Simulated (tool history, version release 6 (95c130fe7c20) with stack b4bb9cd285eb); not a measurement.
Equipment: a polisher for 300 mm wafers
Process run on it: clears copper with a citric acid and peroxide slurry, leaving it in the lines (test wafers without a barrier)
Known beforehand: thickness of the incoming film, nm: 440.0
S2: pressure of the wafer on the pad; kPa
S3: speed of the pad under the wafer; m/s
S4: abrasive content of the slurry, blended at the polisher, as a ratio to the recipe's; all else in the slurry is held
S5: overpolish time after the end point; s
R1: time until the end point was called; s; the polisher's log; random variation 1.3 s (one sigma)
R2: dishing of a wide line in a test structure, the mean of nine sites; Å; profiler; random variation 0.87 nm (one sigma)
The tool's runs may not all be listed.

run 1 day=0.000 | flow_of_slurry_(ml/min)=230 S2=28.3 S3=1.20 S4=1.0 S5=14 | R1=130.99 R2=321.18
run 2 day=0.329 | flow_of_slurry_(ml/min)=230 S2=28.3 S3=0.90 S4=1.0 S5=14 | R1=162.56 R2=259.68
run 3 day=0.633 | flow_of_slurry_(ml/min)=230 S2=31.0 S3=0.92 S4=1.0 S5=14 | R1=150.79 R2=281.26
run 4 day=0.996 | flow_of_slurry_(ml/min)=230 S2=33.1 S3=0.96 S4=1.0 S5=14 | R1=133.84 R2=309.03
run 5 day=1.046 | flow_of_slurry_(ml/min)=175 S2=33.1 S3=0.96 S4=1.0 S5=14 | R1=140.76 R2=280.71
run 6 day=1.100 | flow_of_slurry_(ml/min)=140 S2=33.1 S3=0.96 S4=1.0 S5=14 | R1=146.77 R2=283.11

Predict the results of run 7:
run 7 day=1.158 | flow_of_slurry_(ml/min)=150 S2=35.2 S3=0.98 S4=1.0 S5=14 | R1=? R2=?

Run 7 came out at R1 134.17 s, R2 311.17 Å.

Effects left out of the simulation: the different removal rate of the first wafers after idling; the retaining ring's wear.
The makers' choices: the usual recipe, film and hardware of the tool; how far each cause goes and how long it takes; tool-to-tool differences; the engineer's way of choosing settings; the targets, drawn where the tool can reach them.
